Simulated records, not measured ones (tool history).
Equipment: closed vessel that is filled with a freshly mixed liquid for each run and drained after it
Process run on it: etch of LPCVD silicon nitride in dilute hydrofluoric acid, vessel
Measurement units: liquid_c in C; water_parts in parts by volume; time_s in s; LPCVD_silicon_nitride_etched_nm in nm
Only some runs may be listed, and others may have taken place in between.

run  hour  liquid_c  water_parts  time_s  LPCVD_silicon_nitride_etched_nm
  1     0        25          275     895                           1.9438
  2   9.2        23          280     895                           1.7077
  3  11.2        23          220     895                           2.1741
  4  16.6      21.5          240     895                           1.8021
  5  20.8        18          240     895                           1.4342
  6  29.2        18          250     895                           1.3988
  7  37.2        18          250     895                           1.3642

Expected results for the next run?
  8  44.6        18          260     895                                ?

Run 8 produced LPCVD_silicon_nitride_etched_nm 1.3205 nm.
